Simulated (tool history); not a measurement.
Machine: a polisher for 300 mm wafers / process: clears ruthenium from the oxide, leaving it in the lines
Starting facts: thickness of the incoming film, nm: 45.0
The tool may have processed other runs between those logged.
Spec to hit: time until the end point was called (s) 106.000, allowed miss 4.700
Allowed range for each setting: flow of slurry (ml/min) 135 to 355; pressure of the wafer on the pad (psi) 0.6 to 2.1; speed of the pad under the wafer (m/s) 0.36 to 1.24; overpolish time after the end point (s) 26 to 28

run,hour,flow of slurry (ml/min),pressure of the wafer on the pad (psi),speed of the pad under the wafer (m/s),overpolish time after the end point (s),time until the end point was called (s)
1,0.0,225,1.3,0.80,26,73.685
2,8.0,225,1.2,0.80,26,80.443
3,9.0,225,1.1,0.80,26,85.107
4,13.6,225,1.1,0.80,28,86.335
5,21.5,225,1.1,0.80,26,85.094
6,23.9,225,1.1,0.80,26,84.117
7,32.8,225,1.0,0.80,26,90.330
8,40.6,225,0.9,0.80,26,99.717

Which single option among these 4 for the next run brings every result within its allowed miss of target? Just one does.
A,48.4,245,0.8,0.72,26,?
B,48.4,270,0.8,0.72,26,?
C,48.4,185,0.9,0.90,26,?
D,48.4,165,1.1,0.66,26,?

move,time until the end point was called (s)
A,118.140
B,116.920
C,90.699
D,107.360
A: carries the result that was furthest off beyond its target, to the other side
B: carries the result that was furthest off beyond its target, to the other side
C: its largest miss is bigger than the last run's
D: all results land within tolerance of their targets
So the answer is move D, the one that meets all the targets.

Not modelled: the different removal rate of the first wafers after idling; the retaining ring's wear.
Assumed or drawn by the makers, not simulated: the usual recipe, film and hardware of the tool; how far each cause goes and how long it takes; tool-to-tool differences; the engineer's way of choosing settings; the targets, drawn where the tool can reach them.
